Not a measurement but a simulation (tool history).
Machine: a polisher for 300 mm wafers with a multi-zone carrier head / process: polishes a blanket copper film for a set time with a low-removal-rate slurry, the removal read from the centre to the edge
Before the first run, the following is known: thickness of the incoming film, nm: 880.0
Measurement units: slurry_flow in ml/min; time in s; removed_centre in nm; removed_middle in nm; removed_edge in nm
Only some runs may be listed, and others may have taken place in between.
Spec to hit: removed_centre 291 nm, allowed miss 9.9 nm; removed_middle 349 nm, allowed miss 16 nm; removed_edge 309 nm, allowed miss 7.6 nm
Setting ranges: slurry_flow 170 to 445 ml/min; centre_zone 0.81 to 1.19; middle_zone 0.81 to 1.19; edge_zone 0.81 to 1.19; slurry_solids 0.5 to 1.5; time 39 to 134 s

Run 1, hour 0: slurry_flow 285 ml/min, centre_zone 1, middle_zone 1, edge_zone 1, slurry_solids 1, time 86 s. Result: removed_centre 220.98 nm, removed_middle 213.24 nm, removed_edge 210.67 nm.
Run 2, hour 8.4: slurry_flow 290 ml/min, centre_zone 0.99, middle_zone 1.02, edge_zone 1.02, slurry_solids 1.05, time 89 s. Result: removed_centre 229.66 nm, removed_middle 224.72 nm, removed_edge 221.84 nm.
Run 3, hour 10: slurry_flow 290 ml/min, centre_zone 0.99, middle_zone 1.02, edge_zone 1.07, slurry_solids 1.05, time 89 s. Result: removed_centre 226.39 nm, removed_middle 226.22 nm, removed_edge 228.05 nm.
Run 4, hour 15.6: slurry_flow 290 ml/min, centre_zone 0.99, middle_zone 1.06, edge_zone 1.07, slurry_solids 1.05, time 89 s. Result: removed_centre 225.06 nm, removed_middle 234.32 nm, removed_edge 225.36 nm.
Run 5, hour 16.5: slurry_flow 265 ml/min, centre_zone 0.99, middle_zone 1.06, edge_zone 1.07, slurry_solids 1.05, time 89 s. Result: removed_centre 226.37 nm, removed_middle 231.22 nm, removed_edge 225.41 nm.
Run 6, hour 23.2: slurry_flow 265 ml/min, centre_zone 0.99, middle_zone 1.06, edge_zone 1.01, slurry_solids 1.05, time 89 s. Result: removed_centre 222.52 nm, removed_middle 232.52 nm, removed_edge 221.12 nm.
Run 7, hour 26.1: slurry_flow 295 ml/min, centre_zone 0.92, middle_zone 1.16, edge_zone 1.1, slurry_solids 1.3, time 110 s. Result: removed_centre 283.53 nm, removed_middle 326.44 nm, removed_edge 301.58 nm.
Run 8, hour 30: slurry_flow 300 ml/min, centre_zone 0.92, middle_zone 1.16, edge_zone 1.1, slurry_solids 1.3, time 110 s. Result: removed_centre 281.26 nm, removed_middle 328.91 nm, removed_edge 301.74 nm.
Run 9, hour 33.5: slurry_flow 305 ml/min, centre_zone 0.92, middle_zone 1.16, edge_zone 1.1, slurry_solids 1.3, time 110 s. Result: removed_centre 277.69 nm, removed_middle 329.97 nm, removed_edge 303.97 nm.
Run 10, hour 34.7: slurry_flow 310 ml/min, centre_zone 0.92, middle_zone 1.16, edge_zone 1.1, slurry_solids 1.3, time 110 s. Result: removed_centre 279.66 nm, removed_middle 333.76 nm, removed_edge 301.88 nm.
Run 11, hour 41.8: slurry_flow 315 ml/min, centre_zone 0.92, middle_zone 1.16, edge_zone 1.1, slurry_solids 1.3, time 110 s. Result: removed_centre 279.41 nm, removed_middle 327.91 nm, removed_edge 301.49 nm.

4 candidate next runs follow, results not yet known. Just one meets every target within its allowed miss. Identify it.
Run A, hour 48.9: slurry_flow 270 ml/min, centre_zone 0.87, middle_zone 1.03, edge_zone 1.08, slurry_solids 1.25, time 111 s. Result: removed_centre ?, removed_middle ?, removed_edge ?.
Run B, hour 48.9: slurry_flow 340 ml/min, centre_zone 0.96, middle_zone 1.14, edge_zone 1.19, slurry_solids 1.4, time 105 s. Result: removed_centre ?, removed_middle ?, removed_edge ?.
Run C, hour 48.9: slurry_flow 445 ml/min, centre_zone 0.83, middle_zone 1.08, edge_zone 1.14, slurry_solids 1.25, time 111 s. Result: removed_centre ?, removed_middle ?, removed_edge ?.
Run D, hour 48.9: slurry_flow 365 ml/min, centre_zone 0.93, middle_zone 1.19, edge_zone 1.08, slurry_solids 1.35, time 111 s. Result: removed_centre ?, removed_middle ?, removed_edge ?.

move  removed_centre  removed_middle  removed_edge
   A          253.93          297.57        298.76
   B          280.29          320.49        310.84
   C          253.82          321.95           317
   D          286.17          349.22        310.87
A: the biggest miss grows against the last run
B: the biggest miss grows against the last run
C: the biggest miss grows against the last run
D: hits every target within its allowed miss
Move D is the one to make.
